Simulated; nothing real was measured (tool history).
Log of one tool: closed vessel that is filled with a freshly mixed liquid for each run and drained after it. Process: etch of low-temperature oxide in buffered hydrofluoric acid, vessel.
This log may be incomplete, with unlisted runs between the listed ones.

run,day,temperature setpoint of the liquid (C),parts of 40 % ammonium fluoride to one part of 49 % hydrofluoric acid (parts by volume),time in the liquid (s),thickness taken off the low-temperature oxide on a monitor wafer (Å)
1,0,23,8.5,100,4597.1
2,0.346,26.5,8.5,100,5543.7
3,0.425,26.5,8.5,100,5528.4
4,0.608,25,8.5,100,5074.6
5,0.921,24,8.5,100,4808.5
6,1.288,24,8.5,110,5349.9
7,1.65,23,9,110,4793.1
8,2.033,22,9,110,4429.4
9,2.329,21,9,110,4209.4
10,2.471,20.5,9,110,4142.9
11,2.742,20,9,110,4015.1
12,2.779,19.5,9,110,3941
13,2.917,19,9,110,3813.2

The next listed run, before its measurement:
14,2.988,18.5,9,110,?

Run 14 produced thickness taken off the low-temperature oxide on a monitor wafer (Å) 3655.6.
